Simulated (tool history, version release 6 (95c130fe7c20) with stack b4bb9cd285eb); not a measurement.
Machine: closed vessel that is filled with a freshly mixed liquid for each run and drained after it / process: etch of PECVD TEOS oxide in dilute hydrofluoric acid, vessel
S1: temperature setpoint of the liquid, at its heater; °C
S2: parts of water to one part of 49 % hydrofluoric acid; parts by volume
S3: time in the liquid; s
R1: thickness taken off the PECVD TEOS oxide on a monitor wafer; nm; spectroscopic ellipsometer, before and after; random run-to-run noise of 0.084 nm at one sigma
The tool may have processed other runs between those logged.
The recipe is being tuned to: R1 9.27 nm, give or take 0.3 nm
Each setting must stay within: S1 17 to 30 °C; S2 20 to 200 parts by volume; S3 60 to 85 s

run,hour,S1,S2,S3,R1
1,0,22,110,85,5.3478
2,4,19.5,110,85,4.7154
3,6.1,23,105,85,5.7745
4,6.8,23,120,85,4.8659
5,14.9,23,80,85,7.8755
6,17.9,23,105,85,5.7462
7,25.1,25,100,85,6.6642
8,28.7,26.5,95,85,7.3905
9,33.7,27.5,90,85,8.1736
10,36.1,28.5,90,85,8.4462
11,39.2,28.5,90,85,8.4645
12,42.3,29,90,85,8.5377
13,44.5,29.5,90,85,8.9075

Below are 4 possible settings for the next run. Only one of them brings all results inside the allowed miss of their targets. Which is it?
A,46.7,28.5,65,60,?
B,46.7,30,95,85,?
C,46.7,28.5,90,85,?
D,46.7,29,85,85,?

move,R1
A,8.6091
B,8.4671
C,8.5019
D,9.2407
A: its largest miss is bigger than the last run's
B: its largest miss is bigger than the last run's
C: its largest miss is bigger than the last run's
D: in spec on every target
The move that meets every target is D.
